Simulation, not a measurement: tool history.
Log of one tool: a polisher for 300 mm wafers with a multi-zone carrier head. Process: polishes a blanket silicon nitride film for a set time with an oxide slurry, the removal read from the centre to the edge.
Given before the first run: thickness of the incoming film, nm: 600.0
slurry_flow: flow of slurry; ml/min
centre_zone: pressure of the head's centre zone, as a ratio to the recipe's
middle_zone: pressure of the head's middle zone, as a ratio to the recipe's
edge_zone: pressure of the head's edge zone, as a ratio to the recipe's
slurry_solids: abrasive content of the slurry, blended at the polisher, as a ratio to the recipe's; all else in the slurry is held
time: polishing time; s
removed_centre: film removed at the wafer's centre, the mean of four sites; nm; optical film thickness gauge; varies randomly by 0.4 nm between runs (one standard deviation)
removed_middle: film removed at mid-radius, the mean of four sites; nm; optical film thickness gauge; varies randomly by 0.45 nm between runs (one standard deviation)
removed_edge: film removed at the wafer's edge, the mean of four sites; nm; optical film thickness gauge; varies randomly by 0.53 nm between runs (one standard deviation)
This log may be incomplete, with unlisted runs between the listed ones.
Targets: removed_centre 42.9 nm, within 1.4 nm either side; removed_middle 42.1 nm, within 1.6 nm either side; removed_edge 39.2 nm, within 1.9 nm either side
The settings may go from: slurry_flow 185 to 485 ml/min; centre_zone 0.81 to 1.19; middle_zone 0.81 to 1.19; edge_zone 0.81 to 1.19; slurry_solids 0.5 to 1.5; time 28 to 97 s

{"run": 1, "hour": 0.0, "slurry_flow": 310, "centre_zone": 1, "middle_zone": 1, "edge_zone": 1, "slurry_solids": 1, "time": 62, "removed_centre": 51.474, "removed_middle": 50.307, "removed_edge": 51.473}
{"run": 2, "hour": 6.1, "slurry_flow": 310, "centre_zone": 1, "middle_zone": 1, "edge_zone": 1, "slurry_solids": 1, "time": 52, "removed_centre": 44.299, "removed_middle": 43.315, "removed_edge": 43.625}
{"run": 3, "hour": 11.3, "slurry_flow": 310, "centre_zone": 1, "middle_zone": 1, "edge_zone": 1, "slurry_solids": 1.1, "time": 52, "removed_centre": 45.168, "removed_middle": 44.321, "removed_edge": 44.8}
{"run": 4, "hour": 13.0, "slurry_flow": 310, "centre_zone": 1, "middle_zone": 1, "edge_zone": 0.97, "slurry_solids": 1.05, "time": 52, "removed_centre": 44.497, "removed_middle": 43.665, "removed_edge": 43.505}
{"run": 5, "hour": 21.3, "slurry_flow": 310, "centre_zone": 1, "middle_zone": 1, "edge_zone": 0.94, "slurry_solids": 1.05, "time": 52, "removed_centre": 43.972, "removed_middle": 43.786, "removed_edge": 42.235}
{"run": 6, "hour": 28.6, "slurry_flow": 310, "centre_zone": 1, "middle_zone": 1, "edge_zone": 0.91, "slurry_solids": 1.05, "time": 52, "removed_centre": 44.162, "removed_middle": 43.255, "removed_edge": 43.136}
{"run": 7, "hour": 37.5, "slurry_flow": 310, "centre_zone": 1.01, "middle_zone": 1.02, "edge_zone": 0.9, "slurry_solids": 1, "time": 52, "removed_centre": 43.467, "removed_middle": 44.366, "removed_edge": 41.031}
{"run": 8, "hour": 38.0, "slurry_flow": 310, "centre_zone": 1.01, "middle_zone": 1.01, "edge_zone": 0.89, "slurry_solids": 1, "time": 52, "removed_centre": 44.098, "removed_middle": 43.676, "removed_edge": 40.78}

Consider the 5 candidate settings below. Which is the only one whose results all fall within their allowed miss of target?
{"run": "A", "hour": 38.5, "slurry_flow": 295, "centre_zone": 1.06, "middle_zone": 0.97, "edge_zone": 0.88, "slurry_solids": 1, "time": 52, "removed_centre": "?", "removed_middle": "?", "removed_edge": "?"}
{"run": "B", "hour": 38.5, "slurry_flow": 365, "centre_zone": 1.03, "middle_zone": 1.02, "edge_zone": 0.89, "slurry_solids": 1, "time": 49, "removed_centre": "?", "removed_middle": "?", "removed_edge": "?"}
{"run": "C", "hour": 38.5, "slurry_flow": 380, "centre_zone": 1.08, "middle_zone": 0.91, "edge_zone": 0.9, "slurry_solids": 1.2, "time": 48, "removed_centre": "?", "removed_middle": "?", "removed_edge": "?"}
{"run": "D", "hour": 38.5, "slurry_flow": 280, "centre_zone": 0.93, "middle_zone": 1, "edge_zone": 0.91, "slurry_solids": 0.95, "time": 56, "removed_centre": "?", "removed_middle": "?", "removed_edge": "?"}
{"run": "E", "hour": 38.5, "slurry_flow": 325, "centre_zone": 0.98, "middle_zone": 0.93, "edge_zone": 0.97, "slurry_solids": 0.95, "time": 55, "removed_centre": "?", "removed_middle": "?", "removed_edge": "?"}

move=A removed_centre=45.982 removed_middle=41.026 removed_edge=40.751
move=B removed_centre=43.077 removed_middle=41.175 removed_edge=39.176
move=C removed_centre=47.742 removed_middle=39.539 removed_edge=41.645
move=D removed_centre=42.212 removed_middle=44.134 removed_edge=43.383
move=E removed_centre=44.458 removed_middle=41.421 removed_edge=44.434
A: gets the furthest-off result to its target, but another result is out of tolerance
B: every result lands within tolerance
C: takes the result that was furthest off past its target
D: lands further from the targets than the last run did
E: gets the furthest-off result to its target, but another result is out of tolerance
Move B is the one to make.

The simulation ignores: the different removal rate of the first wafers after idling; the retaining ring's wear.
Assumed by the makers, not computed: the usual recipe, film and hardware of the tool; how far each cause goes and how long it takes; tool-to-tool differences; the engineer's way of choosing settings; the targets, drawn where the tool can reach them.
